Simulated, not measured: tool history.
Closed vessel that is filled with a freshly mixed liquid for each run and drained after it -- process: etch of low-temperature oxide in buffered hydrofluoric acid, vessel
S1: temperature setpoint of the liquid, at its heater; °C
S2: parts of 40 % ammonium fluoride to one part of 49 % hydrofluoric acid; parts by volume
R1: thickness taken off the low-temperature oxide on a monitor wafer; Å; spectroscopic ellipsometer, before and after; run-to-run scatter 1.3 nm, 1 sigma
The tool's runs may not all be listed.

{"run": 1, "hour": 0.0, "S1": 24.0, "S2": 18.0, "time in the liquid (s)": 95, "R1": 1392.3}
{"run": 2, "hour": 6.6, "S1": 24.0, "S2": 20.0, "time in the liquid (s)": 95, "R1": 1268.2}
{"run": 3, "hour": 12.0, "S1": 26.0, "S2": 19.5, "time in the liquid (s)": 95, "R1": 1436.5}
{"run": 4, "hour": 17.8, "S1": 27.5, "S2": 19.0, "time in the liquid (s)": 95, "R1": 1594.3}
{"run": 5, "hour": 20.2, "S1": 28.5, "S2": 18.5, "time in the liquid (s)": 95, "R1": 1722.5}
{"run": 6, "hour": 22.0, "S1": 29.5, "S2": 18.5, "time in the liquid (s)": 95, "R1": 1829.5}
{"run": 7, "hour": 29.7, "S1": 30.0, "S2": 18.5, "time in the liquid (s)": 95, "R1": 1856.4}

What does the tool deliver on the next run?
{"hour": 32.2, "done": "hydrofluoric acid flow meter replaced"}
{"run": 8, "hour": 32.2, "S1": 30.5, "S2": 18.5, "time in the liquid (s)": 95, "R1": "?"}

R1: 1775.9 Å

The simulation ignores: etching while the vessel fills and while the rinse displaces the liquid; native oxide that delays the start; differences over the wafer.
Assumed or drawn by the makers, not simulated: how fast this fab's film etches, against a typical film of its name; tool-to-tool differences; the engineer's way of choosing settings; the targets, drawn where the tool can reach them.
